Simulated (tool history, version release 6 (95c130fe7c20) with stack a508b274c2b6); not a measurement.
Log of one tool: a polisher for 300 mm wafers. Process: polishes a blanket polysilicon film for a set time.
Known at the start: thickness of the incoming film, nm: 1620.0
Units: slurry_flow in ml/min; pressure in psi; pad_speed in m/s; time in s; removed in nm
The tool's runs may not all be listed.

| run | hour | slurry_flow | pressure | pad_speed | time | removed |
|---|---|---|---|---|---|---|
| 1 | 0 | 165 | 2 | 0.86 | 31 | 136.43 |
| 2 | 2.6 | 160 | 2 | 0.86 | 31 | 132.78 |
| 3 | 9.8 | 150 | 2 | 0.86 | 31 | 131.03 |
| 4 | 18.1 | 145 | 2 | 0.86 | 31 | 130.33 |
|  | 26 | slurry nozzle cleaned |
| 5 | 26 | 145 | 2.3 | 0.86 | 31 | 162.74 |
| 6 | 31.8 | 115 | 2.3 | 0.86 | 31 | 157.25 |

The next listed run, before its measurement:
| 7 | 38 | 115 | 2.2 | 0.86 | 31 | ? |

Run 7 gave removed 149.16 nm.
